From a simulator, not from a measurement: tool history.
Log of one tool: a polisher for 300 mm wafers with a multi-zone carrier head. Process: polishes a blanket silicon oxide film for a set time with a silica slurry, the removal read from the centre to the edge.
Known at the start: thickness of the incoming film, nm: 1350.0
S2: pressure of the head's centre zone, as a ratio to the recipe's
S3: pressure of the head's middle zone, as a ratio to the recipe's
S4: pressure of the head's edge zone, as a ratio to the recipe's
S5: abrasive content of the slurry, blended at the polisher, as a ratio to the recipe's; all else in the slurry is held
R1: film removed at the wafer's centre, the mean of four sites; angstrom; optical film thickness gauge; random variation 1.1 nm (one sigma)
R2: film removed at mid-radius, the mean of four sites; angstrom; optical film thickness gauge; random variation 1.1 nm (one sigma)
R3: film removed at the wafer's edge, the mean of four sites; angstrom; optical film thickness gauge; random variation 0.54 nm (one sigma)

Run 1, day 0.000: flow of slurry (ml/min) 245, S2 1.00, S3 1.00, S4 1.00, S5 1.00, polishing time (s) 42. Result: R1 1357.90 angstrom, R2 1364.60 angstrom, R3 1443.10 angstrom.
Run 2, day 0.062: flow of slurry (ml/min) 240, S2 0.98, S3 1.03, S4 0.96, S5 0.85, polishing time (s) 39. Result: R1 1107.70 angstrom, R2 1132.10 angstrom, R3 1171.20 angstrom.
Run 3, day 0.221: flow of slurry (ml/min) 240, S2 0.98, S3 1.03, S4 0.99, S5 0.85, polishing time (s) 39. Result: R1 1092.40 angstrom, R2 1191.20 angstrom, R3 1181.00 angstrom.
Run 4, day 0.325: flow of slurry (ml/min) 190, S2 0.98, S3 1.03, S4 0.99, S5 0.85, polishing time (s) 39. Result: R1 1049.30 angstrom, R2 1128.00 angstrom, R3 1153.70 angstrom.
At day 0.604: edge zone pressure recalibrated.
Run 5, day 0.604: flow of slurry (ml/min) 190, S2 0.98, S3 1.03, S4 1.03, S5 0.85, polishing time (s) 39. Result: R1 1068.40 angstrom, R2 1110.70 angstrom, R3 1119.70 angstrom.
Run 6, day 0.758: flow of slurry (ml/min) 190, S2 0.98, S3 0.96, S4 1.03, S5 0.85, polishing time (s) 39. Result: R1 1043.90 angstrom, R2 1051.00 angstrom, R3 1125.80 angstrom.

Forecast run 7:
Run 7, day 1.088: flow of slurry (ml/min) 185, S2 0.97, S3 1.02, S4 1.04, S5 0.75, polishing time (s) 38. Result: R1 ?, R2 ?, R3 ?.

{"run 7": {"R1": 906.48, "R2": 965.76, "R3": 982.83}}

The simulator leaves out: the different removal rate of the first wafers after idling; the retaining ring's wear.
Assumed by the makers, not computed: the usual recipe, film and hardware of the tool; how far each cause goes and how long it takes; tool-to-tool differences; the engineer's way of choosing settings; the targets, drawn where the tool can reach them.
